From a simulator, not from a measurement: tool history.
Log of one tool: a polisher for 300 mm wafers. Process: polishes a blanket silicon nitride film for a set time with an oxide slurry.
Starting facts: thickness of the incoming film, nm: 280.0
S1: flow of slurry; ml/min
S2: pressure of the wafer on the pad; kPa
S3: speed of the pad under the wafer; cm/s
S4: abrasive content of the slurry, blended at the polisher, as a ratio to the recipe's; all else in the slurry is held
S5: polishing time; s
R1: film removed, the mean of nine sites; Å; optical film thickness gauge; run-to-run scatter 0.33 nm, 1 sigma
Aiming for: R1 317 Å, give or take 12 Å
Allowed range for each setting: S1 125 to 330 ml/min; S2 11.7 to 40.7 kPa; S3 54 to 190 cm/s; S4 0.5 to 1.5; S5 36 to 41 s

Run 1, hour 0: S1 210 ml/min, S2 26.2 kPa, S3 122 cm/s, S4 1, S5 41 s. Result: R1 393.41 Å.
Run 2, hour 6.6: S1 210 ml/min, S2 31.7 kPa, S3 122 cm/s, S4 1, S5 41 s. Result: R1 459.9 Å.
Run 3, hour 14.5: S1 210 ml/min, S2 30.3 kPa, S3 122 cm/s, S4 1, S5 41 s. Result: R1 445.23 Å.
Run 4, hour 21.9: S1 210 ml/min, S2 30.3 kPa, S3 122 cm/s, S4 1.1, S5 41 s. Result: R1 468.5 Å.
Run 5, hour 28.6: S1 210 ml/min, S2 29 kPa, S3 122 cm/s, S4 1.1, S5 41 s. Result: R1 435.54 Å.
Run 6, hour 32.6: S1 210 ml/min, S2 29 kPa, S3 122 cm/s, S4 1, S5 41 s. Result: R1 427.13 Å.
Run 7, hour 36.5: S1 210 ml/min, S2 28.3 kPa, S3 122 cm/s, S4 1, S5 41 s. Result: R1 422.09 Å.
Run 8, hour 39.5: S1 210 ml/min, S2 27.6 kPa, S3 122 cm/s, S4 1, S5 41 s. Result: R1 408.02 Å.
Run 9, hour 45: S1 210 ml/min, S2 26.9 kPa, S3 122 cm/s, S4 1, S5 41 s. Result: R1 396.83 Å.
Run 10, hour 54: S1 205 ml/min, S2 20 kPa, S3 120 cm/s, S4 1, S5 41 s. Result: R1 290.25 Å.

Next run, 5 choices. One meets every target within its allowed miss, the rest don't. Which?
Run A, hour 63: S1 205 ml/min, S2 15.9 kPa, S3 126 cm/s, S4 1.35, S5 36 s. Result: R1 ?.
Run B, hour 63: S1 190 ml/min, S2 19.3 kPa, S3 124 cm/s, S4 1, S5 37 s. Result: R1 ?.
Run C, hour 63: S1 270 ml/min, S2 20.7 kPa, S3 92 cm/s, S4 1, S5 41 s. Result: R1 ?.
Run D, hour 63: S1 155 ml/min, S2 22.1 kPa, S3 114 cm/s, S4 1.1, S5 41 s. Result: R1 ?.
Run E, hour 63: S1 215 ml/min, S2 17.9 kPa, S3 132 cm/s, S4 1, S5 36 s. Result: R1 ?.

move      R1
   A  242.39
   B  266.18
   C  256.89
   D  313.98
   E   257.7
A: moves away from the targets compared with the last run
B: moves away from the targets compared with the last run
C: moves away from the targets compared with the last run
D: all results land within tolerance of their targets
E: moves away from the targets compared with the last run
So the answer is move D, the one that meets all the targets.
